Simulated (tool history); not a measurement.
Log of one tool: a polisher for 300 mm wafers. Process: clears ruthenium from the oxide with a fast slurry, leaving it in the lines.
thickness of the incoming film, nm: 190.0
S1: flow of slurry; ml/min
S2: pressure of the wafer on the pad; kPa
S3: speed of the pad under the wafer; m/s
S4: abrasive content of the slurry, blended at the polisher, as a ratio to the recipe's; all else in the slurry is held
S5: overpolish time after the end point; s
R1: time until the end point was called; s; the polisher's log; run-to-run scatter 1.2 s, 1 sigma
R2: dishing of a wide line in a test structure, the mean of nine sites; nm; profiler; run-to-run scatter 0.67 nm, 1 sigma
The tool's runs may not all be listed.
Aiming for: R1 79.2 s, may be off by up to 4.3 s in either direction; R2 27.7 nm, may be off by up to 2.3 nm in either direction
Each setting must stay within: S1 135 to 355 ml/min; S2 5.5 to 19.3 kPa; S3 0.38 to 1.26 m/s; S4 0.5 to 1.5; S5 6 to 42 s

run	hour	S1	S2	S3	S4	S5	R1	R2
1	0	225	12.4	0.82	1	21	96.231	20.485
2	6.4	225	12.4	0.64	1	21	123.59	18.832
3	12.9	185	12.4	0.64	1	21	127.1	17.98
4	20.7	235	12.4	0.64	1	21	125.12	18.254
5	27.7	235	15.2	0.64	1	21	103.02	20.321
6	28.4	235	17.9	0.64	1	21	88.759	23.006
7	34	235	17.9	0.64	1	21	89.383	22.169
8	41.4	235	17.9	0.64	1	22	90.599	23.686

Next run, 5 choices. One meets every target within its allowed miss, the rest don't. Which?
A	48.8	295	17.2	0.76	0.95	27	?	?
B	48.8	230	18.6	0.64	0.85	33	?	?
C	48.8	265	15.2	0.72	0.7	17	?	?
D	48.8	145	14.5	0.8	1	25	?	?
E	48.8	245	15.2	0.6	1.2	24	?	?

move	R1	R2
A	76.991	27.817
B	91.298	28.14
C	104.36	18.483
D	92.173	24.845
E	100.6	23.258
A: meets every target
B: lands further from the targets than the last run did
C: lands further from the targets than the last run did
D: lands further from the targets than the last run did
E: lands further from the targets than the last run did
A is the move that brings every result within its allowed miss.
